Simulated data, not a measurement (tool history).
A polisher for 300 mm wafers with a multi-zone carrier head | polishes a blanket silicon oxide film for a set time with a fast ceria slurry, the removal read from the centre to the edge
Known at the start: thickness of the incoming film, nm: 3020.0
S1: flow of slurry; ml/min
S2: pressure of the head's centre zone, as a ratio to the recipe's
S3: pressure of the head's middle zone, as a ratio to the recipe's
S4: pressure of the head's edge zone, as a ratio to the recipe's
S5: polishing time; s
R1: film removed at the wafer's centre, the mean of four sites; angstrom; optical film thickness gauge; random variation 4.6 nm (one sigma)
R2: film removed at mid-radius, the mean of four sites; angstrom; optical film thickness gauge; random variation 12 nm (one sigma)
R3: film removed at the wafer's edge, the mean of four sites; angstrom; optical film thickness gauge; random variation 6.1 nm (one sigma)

run    day   S1    S2    S3    S4  S5      R1      R2      R3
  1      0  255     1     1     1  46  9956.7    9639  9340.8
  2  0.304  250  0.98  0.99  0.98  46    9673  9774.7  9436.6
  3  0.504  185  0.98  0.99  0.98  46  9336.8  9286.4  9072.8
  4  0.779  185  0.97  0.99  0.97  45  8940.8  9038.8  8854.5
  5  1.138  185  0.97  1.03  0.97  45  9014.8  9277.4  8807.7
  6    1.3  185  0.96  1.02  0.96  44  8723.7  9162.1  8540.2

Forecast run 7:
  7  1.325  185  0.95  1.01  0.95  44   ?   ?   ?

Run 7 gave R1 8637.2 angstrom, R2 9142.6 angstrom, R3 8545.7 angstrom.
